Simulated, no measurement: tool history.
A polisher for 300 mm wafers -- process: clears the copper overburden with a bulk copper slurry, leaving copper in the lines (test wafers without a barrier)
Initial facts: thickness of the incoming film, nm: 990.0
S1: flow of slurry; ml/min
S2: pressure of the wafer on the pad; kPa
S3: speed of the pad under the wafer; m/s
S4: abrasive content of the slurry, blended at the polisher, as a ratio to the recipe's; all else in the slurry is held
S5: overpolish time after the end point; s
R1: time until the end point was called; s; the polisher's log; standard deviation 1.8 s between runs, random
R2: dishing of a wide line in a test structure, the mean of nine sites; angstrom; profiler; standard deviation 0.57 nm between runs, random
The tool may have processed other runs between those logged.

| run | hour | S1 | S2 | S3 | S4 | S5 | R1 | R2 |
|---|---|---|---|---|---|---|---|---|
| 1 | 0 | 290 | 15.9 | 1.26 | 1 | 17 | 103.83 | 465.77 |
| 2 | 5.8 | 360 | 15.9 | 1.26 | 1 | 17 | 102.07 | 469.39 |
| 3 | 10.2 | 360 | 15.9 | 1.26 | 1.15 | 17 | 102.6 | 466.35 |
| 4 | 17.8 | 320 | 15.9 | 1.26 | 1.15 | 17 | 101.81 | 465.44 |
| 5 | 26.7 | 320 | 18.6 | 1.26 | 1.15 | 17 | 85.517 | 503.57 |
| 6 | 35.6 | 315 | 16.5 | 1.34 | 1.2 | 14 | 91.55 | 467.71 |

Predict the results of run 7:
| 7 | 38.3 | 315 | 15.2 | 1.44 | 1.2 | 12 | ? | ? |

R1: 90.971 s
R2: 455.09 angstrom
